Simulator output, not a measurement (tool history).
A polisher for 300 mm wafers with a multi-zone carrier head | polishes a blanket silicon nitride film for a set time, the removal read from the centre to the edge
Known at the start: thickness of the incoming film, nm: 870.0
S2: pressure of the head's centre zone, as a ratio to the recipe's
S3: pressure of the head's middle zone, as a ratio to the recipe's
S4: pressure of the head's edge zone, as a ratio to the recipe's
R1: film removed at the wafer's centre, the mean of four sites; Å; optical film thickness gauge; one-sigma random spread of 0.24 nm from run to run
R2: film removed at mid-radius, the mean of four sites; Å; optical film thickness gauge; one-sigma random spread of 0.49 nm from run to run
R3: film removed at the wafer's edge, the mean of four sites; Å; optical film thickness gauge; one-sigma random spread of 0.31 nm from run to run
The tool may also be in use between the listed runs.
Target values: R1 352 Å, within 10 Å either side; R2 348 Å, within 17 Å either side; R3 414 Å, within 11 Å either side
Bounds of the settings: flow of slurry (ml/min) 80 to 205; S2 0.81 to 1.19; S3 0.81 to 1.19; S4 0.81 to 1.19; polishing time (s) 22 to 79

run 1 hour=0 | flow_of_slurry_(ml/min)=135 S2=1 S3=1 S4=1 polishing_time_(s)=50 | R1=512.86 R2=493.75 R3=516.33
run 2 hour=6 | flow_of_slurry_(ml/min)=135 S2=1 S3=0.92 S4=1 polishing_time_(s)=50 | R1=508.78 R2=470.83 R3=522.71
run 3 hour=8.8 | flow_of_slurry_(ml/min)=135 S2=1 S3=0.92 S4=1 polishing_time_(s)=59 | R1=610.7 R2=573.01 R3=611.78
run 4 hour=12 | flow_of_slurry_(ml/min)=135 S2=0.92 S3=0.92 S4=1 polishing_time_(s)=59 | R1=552.97 R2=546.58 R3=612.97
run 5 hour=13.7 | flow_of_slurry_(ml/min)=135 S2=0.92 S3=0.92 S4=0.92 polishing_time_(s)=59 | R1=554.48 R2=555.94 R3=591.56
run 6 hour=22.1 | flow_of_slurry_(ml/min)=160 S2=0.92 S3=0.92 S4=0.92 polishing_time_(s)=59 | R1=580.49 R2=568.85 R3=615.88
run 7 hour=28 | flow_of_slurry_(ml/min)=145 S2=0.9 S3=0.89 S4=0.91 polishing_time_(s)=54 | R1=509.34 R2=516.17 R3=542.79
run 8 hour=34.1 | flow_of_slurry_(ml/min)=135 S2=0.9 S3=0.87 S4=0.97 polishing_time_(s)=49 | R1=449.71 R2=433.29 R3=507.92
run 9 hour=37.1 | flow_of_slurry_(ml/min)=125 S2=0.89 S3=0.86 S4=0.95 polishing_time_(s)=47 | R1=418.15 R2=412.84 R3=470.62
run 10 hour=39.2 | flow_of_slurry_(ml/min)=115 S2=0.88 S3=0.84 S4=0.95 polishing_time_(s)=46 | R1=392.92 R2=371.85 R3=459.57
run 11 hour=43.1 | flow_of_slurry_(ml/min)=105 S2=0.87 S3=0.85 S4=0.93 polishing_time_(s)=46 | R1=379.46 R2=380.75 R3=440.96
run 12 hour=47.6 | flow_of_slurry_(ml/min)=90 S2=0.86 S3=0.81 S4=0.93 polishing_time_(s)=43 | R1=323.57 R2=319.15 R3=395.65
run 13 hour=51.8 | flow_of_slurry_(ml/min)=95 S2=0.86 S3=0.82 S4=0.93 polishing_time_(s)=43 | R1=334.59 R2=336.3 R3=405.17

5 candidate next runs follow, results not yet known. Just one meets every target within its allowed miss. Identify it.
run A hour=56 | flow_of_slurry_(ml/min)=80 S2=0.81 S3=0.82 S4=0.96 polishing_time_(s)=46 | R1=? R2=? R3=?
run B hour=56 | flow_of_slurry_(ml/min)=80 S2=0.85 S3=0.86 S4=0.93 polishing_time_(s)=45 | R1=? R2=? R3=?
run C hour=56 | flow_of_slurry_(ml/min)=115 S2=0.88 S3=0.81 S4=0.91 polishing_time_(s)=40 | R1=? R2=? R3=?
run D hour=56 | flow_of_slurry_(ml/min)=90 S2=0.88 S3=0.83 S4=0.91 polishing_time_(s)=45 | R1=? R2=? R3=?
run E hour=56 | flow_of_slurry_(ml/min)=85 S2=0.87 S3=0.93 S4=0.91 polishing_time_(s)=41 | R1=? R2=? R3=?

move=A R1=310.37 R2=335.02 R3=421.76
move=B R1=318.85 R2=340.73 R3=406.26
move=C R1=340.27 R2=327.4 R3=389.25
move=D R1=349.14 R2=347.01 R3=414.91
move=E R1=306.58 R2=339.72 R3=372.1
A: the biggest miss grows against the last run
B: the biggest miss grows against the last run
C: the biggest miss grows against the last run
D: all results in spec
E: the biggest miss grows against the last run
Go with D: it meets all targets.
